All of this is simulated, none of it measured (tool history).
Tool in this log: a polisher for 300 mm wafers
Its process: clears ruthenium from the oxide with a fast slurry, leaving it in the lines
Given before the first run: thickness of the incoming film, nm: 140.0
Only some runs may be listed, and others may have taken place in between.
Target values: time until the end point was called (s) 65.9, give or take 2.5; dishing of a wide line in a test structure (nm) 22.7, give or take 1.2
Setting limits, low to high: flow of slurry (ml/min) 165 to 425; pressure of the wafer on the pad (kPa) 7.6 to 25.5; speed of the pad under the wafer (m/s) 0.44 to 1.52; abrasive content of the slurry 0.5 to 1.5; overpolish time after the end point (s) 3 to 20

run	day	flow of slurry (ml/min)	pressure of the wafer on the pad (kPa)	speed of the pad under the wafer (m/s)	abrasive content of the slurry	overpolish time after the end point (s)	time until the end point was called (s)	dishing of a wide line in a test structure (nm)
1	0	275	16.5	0.98	1	10	47.433	25.673
2	0.217	275	16.5	0.98	1	13	45.827	32.369
3	0.417	275	13.8	0.98	1	13	56.615	28.806
4	0.475	275	13.8	1.12	1	13	49.131	33.102
5	0.604	275	13.8	1.34	1	13	41.015	37.644
# day 0.933: head pressure recalibrated
6	0.933	275	13.8	1.52	1	13	32.837	46.324
7	1.233	275	13.1	1.48	1	13	35.573	43.783
8	1.425	275	9	1.2	0.95	11	63.132	21.275
9	1.55	275	8.3	1.2	0.95	12	68.928	22.081

Below are 5 possible settings for the next run. Only one of them brings all results inside the allowed miss of their targets. Which is it?
A	1.675	170	11.7	1.06	0.85	12	?	?
B	1.675	295	10.3	0.98	0.9	13	?	?
C	1.675	285	9.7	1.02	0.9	13	?	?
D	1.675	290	7.6	1.16	1.05	11	?	?
E	1.675	250	8.3	1.04	1.15	11	?	?

move	time until the end point was called (s)	dishing of a wide line in a test structure (nm)
A	65.743	22.77
B	71.026	22.829
C	73.208	22.19
D	73.187	18.961
E	72.389	19.159
A: every result lands within tolerance
B: moves away from the targets compared with the last run
C: moves away from the targets compared with the last run
D: moves away from the targets compared with the last run
E: moves away from the targets compared with the last run
Go with A: it meets all targets.

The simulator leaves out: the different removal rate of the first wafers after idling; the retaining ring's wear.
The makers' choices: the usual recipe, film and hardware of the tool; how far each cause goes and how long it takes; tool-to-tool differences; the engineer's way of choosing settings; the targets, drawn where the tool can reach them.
